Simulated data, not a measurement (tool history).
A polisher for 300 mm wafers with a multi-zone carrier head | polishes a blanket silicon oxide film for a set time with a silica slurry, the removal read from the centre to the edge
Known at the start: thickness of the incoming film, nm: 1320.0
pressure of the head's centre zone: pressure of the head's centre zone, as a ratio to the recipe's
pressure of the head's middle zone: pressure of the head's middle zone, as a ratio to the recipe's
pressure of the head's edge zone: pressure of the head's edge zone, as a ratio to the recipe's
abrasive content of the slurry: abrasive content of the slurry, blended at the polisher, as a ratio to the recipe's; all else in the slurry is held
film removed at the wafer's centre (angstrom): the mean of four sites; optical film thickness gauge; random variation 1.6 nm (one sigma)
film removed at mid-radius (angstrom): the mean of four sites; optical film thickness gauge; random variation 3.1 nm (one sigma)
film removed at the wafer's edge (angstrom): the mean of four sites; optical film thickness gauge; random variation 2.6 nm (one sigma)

| run | day | flow of slurry (ml/min) | pressure of the head's centre zone | pressure of the head's middle zone | pressure of the head's edge zone | abrasive content of the slurry | polishing time (s) | film removed at the wafer's centre (angstrom) | film removed at mid-radius (angstrom) | film removed at the wafer's edge (angstrom) |
|---|---|---|---|---|---|---|---|---|---|---|
| 1 | 0 | 135 | 1 | 1 | 1 | 1 | 76 | 1726.5 | 1832 | 1809.2 |
| 2 | 0.212 | 140 | 1 | 0.99 | 1.04 | 1.05 | 76 | 1816.7 | 1874.5 | 1923.2 |
| 3 | 0.438 | 150 | 1 | 0.99 | 1.07 | 1.1 | 76 | 1906.4 | 1935.7 | 1977.7 |
| 4 | 0.462 | 150 | 0.99 | 0.98 | 1.09 | 1.15 | 77 | 1945.1 | 2032.3 | 2067.1 |
| 5 | 0.512 | 150 | 0.98 | 0.96 | 1.11 | 1.2 | 77 | 1975.2 | 1984 | 2166.9 |
| 6 | 0.762 | 155 | 0.98 | 0.96 | 1.12 | 1.25 | 77 | 2043.2 | 2083.5 | 2242.9 |
| 7 | 0.838 | 160 | 0.98 | 0.96 | 1.13 | 1.25 | 77 | 2051.5 | 2076.1 | 2188.8 |
| 8 | 1.142 | 155 | 0.98 | 0.96 | 1.13 | 1.3 | 77 | 2065.7 | 2060.7 | 2270.6 |

Run 9 comes next. What will it give?
| 9 | 1.246 | 155 | 0.98 | 0.96 | 1.14 | 1.3 | 77 | ? | ? | ? |

Run 9 gave film removed at the wafer's centre (angstrom) 2068.2, film removed at mid-radius (angstrom) 2114.5, film removed at the wafer's edge (angstrom) 2285.4.
